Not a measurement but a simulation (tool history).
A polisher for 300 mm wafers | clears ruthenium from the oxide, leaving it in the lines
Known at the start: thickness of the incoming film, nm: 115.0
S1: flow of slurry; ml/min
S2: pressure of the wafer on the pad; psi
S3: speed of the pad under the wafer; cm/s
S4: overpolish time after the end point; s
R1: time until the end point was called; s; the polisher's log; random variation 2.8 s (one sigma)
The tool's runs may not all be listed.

| run | hour | S1 | S2 | S3 | S4 | R1 |
|---|---|---|---|---|---|---|
| 1 | 0.0 | 300 | 2.1 | 86 | 2 | 123.07 |
| 2 | 8.5 | 300 | 2.1 | 86 | 2 | 126.13 |
| 3 | 10.8 | 300 | 2.0 | 86 | 2 | 129.05 |
| 4 | 14.6 | 300 | 2.0 | 86 | 2 | 126.41 |
| 5 | 17.0 | 300 | 1.9 | 84 | 2 | 138.13 |
| 6 | 21.2 | 300 | 1.9 | 104 | 2 | 108.23 |
| 7 | 26.5 | 300 | 1.8 | 102 | 2 | 117.65 |

Run 8 comes next. What will it give?
| 8 | 32.1 | 300 | 1.7 | 100 | 2 | ? |

R1: 127.55 s
